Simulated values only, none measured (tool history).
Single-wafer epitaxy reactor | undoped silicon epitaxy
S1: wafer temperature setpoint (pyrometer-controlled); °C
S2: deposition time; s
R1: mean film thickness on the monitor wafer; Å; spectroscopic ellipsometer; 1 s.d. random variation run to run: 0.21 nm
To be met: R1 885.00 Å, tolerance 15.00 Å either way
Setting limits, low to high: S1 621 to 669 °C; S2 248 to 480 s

run,day,S1,S2,R1
1,0.000,645,364,630.69
2,0.288,647,364,656.05
3,0.383,647,415,748.22
4,0.438,647,455,823.22
# day 0.517: pyrometer calibrated
5,0.517,647,412,672.46
6,0.579,647,446,729.01
7,0.829,648,446,742.10
8,0.950,650,447,773.45
9,1.000,652,448,803.99
10,1.079,653,448,817.50
11,1.383,654,448,836.61
12,1.646,655,448,855.30

Which single option among these 4 for the next run brings every result within its allowed miss of target? Just one does.
A,1.908,658,415,?
B,1.908,655,462,?
C,1.908,657,434,?
D,1.908,652,449,?

move,R1
A,842.35
B,885.89
C,864.40
D,813.09
A: the biggest miss grows against the last run
B: all results in spec
C: moves toward the targets from the last run without getting all of them in spec
D: the biggest miss grows against the last run
The right move is B.
